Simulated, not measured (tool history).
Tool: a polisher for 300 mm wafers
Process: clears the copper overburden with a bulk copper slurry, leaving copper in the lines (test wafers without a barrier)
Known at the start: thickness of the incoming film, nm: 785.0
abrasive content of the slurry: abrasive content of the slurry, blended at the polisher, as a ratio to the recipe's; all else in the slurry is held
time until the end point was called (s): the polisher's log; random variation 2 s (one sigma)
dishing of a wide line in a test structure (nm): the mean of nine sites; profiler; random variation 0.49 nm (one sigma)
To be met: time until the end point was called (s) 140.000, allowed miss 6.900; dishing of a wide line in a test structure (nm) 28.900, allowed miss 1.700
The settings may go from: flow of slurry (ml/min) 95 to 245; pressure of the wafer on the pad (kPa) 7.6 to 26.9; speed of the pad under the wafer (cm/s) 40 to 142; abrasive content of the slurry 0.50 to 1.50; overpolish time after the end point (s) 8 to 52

run	hour	flow of slurry (ml/min)	pressure of the wafer on the pad (kPa)	speed of the pad under the wafer (cm/s)	abrasive content of the slurry	overpolish time after the end point (s)	time until the end point was called (s)	dishing of a wide line in a test structure (nm)
1	0.0	155	17.2	90	1.00	26	90.102	93.808
2	7.9	125	17.2	90	1.00	26	93.460	90.760
3	12.8	120	15.9	90	1.00	24	102.300	82.739
4	17.2	150	15.9	90	1.00	24	100.120	84.050
5	24.7	145	14.5	92	1.00	22	106.870	76.207
6	31.4	140	13.8	94	0.95	20	107.900	71.626
7	34.3	140	13.8	94	0.95	20	111.360	68.655
8	36.4	135	13.1	98	0.90	18	113.550	62.901
9	38.3	130	12.4	102	0.85	17	119.010	61.497
10	44.1	175	7.6	76	1.10	8	226.780	18.862
11	50.0	175	8.3	76	1.10	8	205.500	20.326
12	51.3	175	9.0	76	1.10	8	191.800	21.578
13	54.3	175	9.7	76	1.10	8	177.560	22.871
14	55.6	175	11.0	76	1.10	8	158.740	26.221

5 next moves are on the table. One of them brings every result within its allowed miss. Which?
A	56.9	180	10.3	88	1.25	8	?	?
B	56.9	175	12.4	62	1.20	8	?	?
C	56.9	145	9.7	78	0.85	12	?	?
D	56.9	130	11.0	70	1.00	8	?	?
E	56.9	170	8.3	84	1.15	11	?	?

move	time until the end point was called (s)	dishing of a wide line in a test structure (nm)
A	141.440	28.379
B	168.540	24.610
C	188.760	31.166
D	181.600	22.924
E	187.240	28.891
A: meets every target
B: further off than the last run
C: further off than the last run
D: further off than the last run
E: further off than the last run
The right move is A.

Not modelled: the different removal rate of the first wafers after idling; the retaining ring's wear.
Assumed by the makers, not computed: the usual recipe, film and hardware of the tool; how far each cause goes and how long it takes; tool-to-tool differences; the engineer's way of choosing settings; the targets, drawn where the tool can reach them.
